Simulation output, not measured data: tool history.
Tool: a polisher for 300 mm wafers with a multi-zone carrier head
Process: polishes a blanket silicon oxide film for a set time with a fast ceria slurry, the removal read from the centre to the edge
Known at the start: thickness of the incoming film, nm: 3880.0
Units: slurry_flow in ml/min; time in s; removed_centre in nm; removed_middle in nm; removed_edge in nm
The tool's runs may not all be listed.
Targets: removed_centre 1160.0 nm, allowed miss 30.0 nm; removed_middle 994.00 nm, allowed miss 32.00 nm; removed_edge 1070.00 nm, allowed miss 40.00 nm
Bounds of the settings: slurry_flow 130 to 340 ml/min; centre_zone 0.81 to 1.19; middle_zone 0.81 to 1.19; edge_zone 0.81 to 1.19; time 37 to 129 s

run 1 day=0.000 | slurry_flow=220 centre_zone=1.00 middle_zone=1.00 edge_zone=1.00 time=83 | removed_centre=1365.7 removed_middle=1336.30 removed_edge=1380.00
run 2 day=0.150 | slurry_flow=220 centre_zone=1.00 middle_zone=1.00 edge_zone=0.91 time=83 | removed_centre=1361.3 removed_middle=1357.10 removed_edge=1334.60
run 3 day=0.471 | slurry_flow=220 centre_zone=1.00 middle_zone=0.96 edge_zone=0.91 time=83 | removed_centre=1368.3 removed_middle=1328.60 removed_edge=1337.80
run 4 day=0.533 | slurry_flow=215 centre_zone=1.01 middle_zone=0.93 edge_zone=0.90 time=79 | removed_centre=1325.9 removed_middle=1217.00 removed_edge=1280.70
run 5 day=0.579 | slurry_flow=215 centre_zone=1.01 middle_zone=0.93 edge_zone=0.96 time=79 | removed_centre=1284.1 removed_middle=1216.60 removed_edge=1290.20
run 6 day=0.758 | slurry_flow=210 centre_zone=1.02 middle_zone=0.91 edge_zone=0.94 time=76 | removed_centre=1272.8 removed_middle=1150.60 removed_edge=1213.40
run 7 day=0.962 | slurry_flow=200 centre_zone=1.02 middle_zone=0.89 edge_zone=0.93 time=75 | removed_centre=1233.0 removed_middle=1117.30 removed_edge=1192.70
run 8 day=1.171 | slurry_flow=190 centre_zone=1.03 middle_zone=0.88 edge_zone=0.92 time=74 | removed_centre=1232.3 removed_middle=1064.80 removed_edge=1170.70
run 9 day=1.429 | slurry_flow=185 centre_zone=1.03 middle_zone=0.88 edge_zone=0.90 time=73 | removed_centre=1195.4 removed_middle=1049.80 removed_edge=1128.20
run 10 day=1.729 | slurry_flow=180 centre_zone=1.03 middle_zone=0.88 edge_zone=0.89 time=73 | removed_centre=1203.3 removed_middle=1062.90 removed_edge=1124.70
run 11 day=2.038 | slurry_flow=165 centre_zone=1.02 middle_zone=0.82 edge_zone=0.84 time=71 | removed_centre=1131.5 removed_middle=956.28 removed_edge=1055.20

5 next moves are on the table. One of them brings every result within its allowed miss. Which?
run A day=2.346 | slurry_flow=240 centre_zone=1.02 middle_zone=0.83 edge_zone=0.85 time=69 | removed_centre=? removed_middle=? removed_edge=?
run B day=2.346 | slurry_flow=245 centre_zone=1.09 middle_zone=0.92 edge_zone=0.83 time=70 | removed_centre=? removed_middle=? removed_edge=?
run C day=2.346 | slurry_flow=150 centre_zone=1.16 middle_zone=0.84 edge_zone=0.99 time=65 | removed_centre=? removed_middle=? removed_edge=?
run D day=2.346 | slurry_flow=205 centre_zone=1.18 middle_zone=0.95 edge_zone=0.81 time=64 | removed_centre=? removed_middle=? removed_edge=?
run E day=2.346 | slurry_flow=175 centre_zone=1.03 middle_zone=0.81 edge_zone=0.91 time=75 | removed_centre=? removed_middle=? removed_edge=?

move=A removed_centre=1167.1 removed_middle=984.70 removed_edge=1093.10
move=B removed_centre=1269.7 removed_middle=1089.60 removed_edge=1097.90
move=C removed_centre=1173.5 removed_middle=883.62 removed_edge=1058.20
move=D removed_centre=1230.5 removed_middle=1002.90 removed_edge=978.29
move=E removed_centre=1229.3 removed_middle=1011.20 removed_edge=1192.30
A: meets every target
B: takes the result that was furthest off past its target
C: further off than the last run
D: brings the result that was furthest off to its target, and leaves another outside
E: brings the result that was furthest off to its target, and leaves another outside
Move A is the one to make.

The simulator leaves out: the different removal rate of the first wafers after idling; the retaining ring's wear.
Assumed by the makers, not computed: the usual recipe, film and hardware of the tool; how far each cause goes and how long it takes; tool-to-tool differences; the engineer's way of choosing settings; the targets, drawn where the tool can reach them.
